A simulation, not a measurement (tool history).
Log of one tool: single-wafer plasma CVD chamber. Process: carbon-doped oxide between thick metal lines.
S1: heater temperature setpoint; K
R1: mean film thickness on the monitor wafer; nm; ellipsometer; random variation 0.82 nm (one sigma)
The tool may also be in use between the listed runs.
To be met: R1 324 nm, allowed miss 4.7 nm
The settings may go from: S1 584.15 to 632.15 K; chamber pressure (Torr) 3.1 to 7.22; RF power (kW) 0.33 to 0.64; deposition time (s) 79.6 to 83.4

Run 1, day 0: S1 608.15 K, chamber pressure (Torr) 5.16, RF power (kW) 0.485, deposition time (s) 83.4. Result: R1 415.76 nm.
Run 2, day 0.271: S1 608.15 K, chamber pressure (Torr) 5.97, RF power (kW) 0.485, deposition time (s) 83.4. Result: R1 424.51 nm.
Run 3, day 0.479: S1 610.15 K, chamber pressure (Torr) 5.68, RF power (kW) 0.465, deposition time (s) 83.3. Result: R1 407.38 nm.
Run 4, day 0.642: S1 610.15 K, chamber pressure (Torr) 5.68, RF power (kW) 0.465, deposition time (s) 79.6. Result: R1 389.51 nm.
Run 5, day 0.792: S1 610.15 K, chamber pressure (Torr) 5.68, RF power (kW) 0.4, deposition time (s) 79.6. Result: R1 342.16 nm.
Run 6, day 1.054: S1 610.15 K, chamber pressure (Torr) 6.02, RF power (kW) 0.4, deposition time (s) 79.6. Result: R1 344.72 nm.
Run 7, day 1.192: S1 612.15 K, chamber pressure (Torr) 5.91, RF power (kW) 0.4, deposition time (s) 79.6. Result: R1 342.52 nm.
Run 8, day 1.25: S1 614.15 K, chamber pressure (Torr) 5.82, RF power (kW) 0.4, deposition time (s) 79.6. Result: R1 339.33 nm.
Run 9, day 1.45: S1 615.15 K, chamber pressure (Torr) 5.76, RF power (kW) 0.4, deposition time (s) 79.6. Result: R1 338.9 nm.
Run 10, day 1.754: S1 616.15 K, chamber pressure (Torr) 5.68, RF power (kW) 0.4, deposition time (s) 79.6. Result: R1 335.81 nm.
Run 11, day 1.908: S1 617.15 K, chamber pressure (Torr) 5.64, RF power (kW) 0.4, deposition time (s) 79.6. Result: R1 336.79 nm.
Run 12, day 1.996: S1 618.15 K, chamber pressure (Torr) 5.56, RF power (kW) 0.4, deposition time (s) 79.6. Result: R1 335.43 nm.
Run 13, day 2.321: S1 619.15 K, chamber pressure (Torr) 5.49, RF power (kW) 0.4, deposition time (s) 79.6. Result: R1 331.99 nm.
Run 14, day 2.392: S1 620.15 K, chamber pressure (Torr) 5.46, RF power (kW) 0.4, deposition time (s) 79.6. Result: R1 332.4 nm.
Run 15, day 2.646: S1 620.15 K, chamber pressure (Torr) 5.46, RF power (kW) 0.4, deposition time (s) 79.6. Result: R1 331.59 nm.

4 next moves are on the table. One of them brings every result within its allowed miss. Which?
Run A, day 2.9: S1 624.15 K, chamber pressure (Torr) 4.88, RF power (kW) 0.425, deposition time (s) 80.6. Result: R1 ?.
Run B, day 2.9: S1 632.15 K, chamber pressure (Torr) 5.59, RF power (kW) 0.385, deposition time (s) 82.1. Result: R1 ?.
Run C, day 2.9: S1 609.15 K, chamber pressure (Torr) 5.36, RF power (kW) 0.385, deposition time (s) 83.4. Result: R1 ?.
Run D, day 2.9: S1 616.15 K, chamber pressure (Torr) 5.94, RF power (kW) 0.39, deposition time (s) 80.5. Result: R1 ?.

move      R1
   A  344.86
   B  323.14
   C  344.35
   D  335.17
A: further off than the last run
B: meets every target
C: further off than the last run
D: further off than the last run
Answer: B
